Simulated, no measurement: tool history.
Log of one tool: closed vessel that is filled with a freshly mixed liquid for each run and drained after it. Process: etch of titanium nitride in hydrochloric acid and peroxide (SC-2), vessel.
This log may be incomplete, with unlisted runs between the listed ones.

run,hour,temperature setpoint of the liquid (C),parts of water to one part each of 37 % hydrochloric acid and 30 % peroxide (parts by volume),time in the liquid (s),thickness taken off the titanium nitride on a monitor wafer (nm)
1,0.0,54.0,9.5,195,7.9554
2,6.6,53.0,9.5,195,7.3875
3,12.8,52.0,9.5,195,6.9316
4,18.4,52.0,13.0,195,5.2754
5,23.4,52.0,13.0,155,4.2344
6,25.9,46.0,13.0,155,2.7726

Estimate the outcome of run 7 from the log above:
7,34.6,46.5,13.0,155,?

{"run 7": {"thickness taken off the titanium nitride on a monitor wafer (nm)": 2.8734}}

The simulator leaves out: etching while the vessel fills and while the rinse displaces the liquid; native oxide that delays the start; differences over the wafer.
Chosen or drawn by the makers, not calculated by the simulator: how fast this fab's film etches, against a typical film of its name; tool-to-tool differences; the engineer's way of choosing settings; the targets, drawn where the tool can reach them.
